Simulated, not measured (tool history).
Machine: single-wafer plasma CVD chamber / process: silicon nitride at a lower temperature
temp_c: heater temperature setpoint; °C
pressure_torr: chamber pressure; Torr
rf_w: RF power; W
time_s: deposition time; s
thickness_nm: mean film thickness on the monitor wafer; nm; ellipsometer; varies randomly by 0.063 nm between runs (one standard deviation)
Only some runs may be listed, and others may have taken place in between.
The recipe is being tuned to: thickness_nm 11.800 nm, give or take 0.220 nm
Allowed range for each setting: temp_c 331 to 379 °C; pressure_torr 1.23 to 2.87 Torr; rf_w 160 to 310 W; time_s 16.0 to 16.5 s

run,hour,temp_c,pressure_torr,rf_w,time_s,thickness_nm
1,0.0,355,2.05,235,16.0,14.596
2,4.9,355,1.95,230,16.0,14.278
3,12.9,355,1.70,230,16.0,13.498
4,13.5,355,1.70,230,16.0,13.429
5,14.5,355,1.63,230,16.0,13.086
6,22.7,355,1.57,230,16.0,13.019
7,29.3,355,1.25,205,16.0,10.538
8,37.1,355,1.31,205,16.0,10.704
9,42.1,355,1.36,205,16.0,10.974
10,44.9,355,1.40,205,16.0,11.126
11,48.1,355,1.43,205,16.0,11.253
12,53.1,355,1.45,205,16.0,11.206
13,55.6,355,1.48,205,16.0,11.405
14,61.1,355,1.50,205,16.0,11.498
15,69.5,355,1.51,205,16.0,11.476
16,73.1,355,1.52,205,16.0,11.571
17,79.1,355,1.53,205,16.0,11.475
18,82.3,355,1.55,205,16.0,11.531

Consider the 4 candidate settings below. Which is the only one whose results all fall within their allowed miss of target?
A,85.5,357,1.47,200,16.5,?
B,85.5,354,1.23,225,16.0,?
C,85.5,371,1.93,185,16.0,?
D,85.5,347,1.33,215,16.5,?

move,thickness_nm
A,11.363
B,11.396
C,11.216
D,11.719
A: moves away from the targets compared with the last run
B: moves away from the targets compared with the last run
C: moves away from the targets compared with the last run
D: every result lands within tolerance
Go with D: it meets all targets.
